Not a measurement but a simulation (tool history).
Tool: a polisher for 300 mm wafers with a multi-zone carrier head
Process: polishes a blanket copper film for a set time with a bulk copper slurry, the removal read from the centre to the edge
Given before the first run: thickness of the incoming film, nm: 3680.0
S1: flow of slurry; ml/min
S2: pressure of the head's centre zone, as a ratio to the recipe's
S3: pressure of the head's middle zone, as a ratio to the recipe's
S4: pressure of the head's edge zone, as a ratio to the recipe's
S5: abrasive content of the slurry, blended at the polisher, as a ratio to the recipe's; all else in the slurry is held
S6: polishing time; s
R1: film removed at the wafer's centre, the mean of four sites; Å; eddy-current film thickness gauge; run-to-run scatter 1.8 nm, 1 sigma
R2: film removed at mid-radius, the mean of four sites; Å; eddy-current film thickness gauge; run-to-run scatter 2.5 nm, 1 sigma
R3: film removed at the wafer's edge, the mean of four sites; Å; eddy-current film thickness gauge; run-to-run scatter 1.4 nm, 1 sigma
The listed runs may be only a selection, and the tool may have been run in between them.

| run | hour | S1 | S2 | S3 | S4 | S5 | S6 | R1 | R2 | R3 |
|---|---|---|---|---|---|---|---|---|---|---|
| 1 | 0 | 230 | 1 | 1 | 1 | 1 | 49 | 2707.8 | 2736.4 | 2732.8 |
| 2 | 3.7 | 230 | 1 | 1 | 1 | 1 | 40 | 2237.1 | 2266.2 | 2227.2 |
| 3 | 6.9 | 270 | 1 | 1 | 1 | 1 | 40 | 2285.2 | 2251.9 | 2250.1 |
| 4 | 13.7 | 270 | 1 | 1 | 1.04 | 1 | 40 | 2280 | 2318.4 | 2333.1 |
| 5 | 19.7 | 310 | 1 | 1 | 1.04 | 1 | 40 | 2309.7 | 2316.7 | 2347.2 |
| 6 | 25.8 | 255 | 1 | 1 | 1.04 | 1 | 40 | 2241.6 | 2273.7 | 2309.8 |

Forecast run 7:
| 7 | 34.2 | 240 | 0.97 | 1.03 | 1.04 | 1 | 40 | ? | ? | ? |

{"run 7": {"R1": 2192.1, "R2": 2306.2, "R3": 2288.4}}
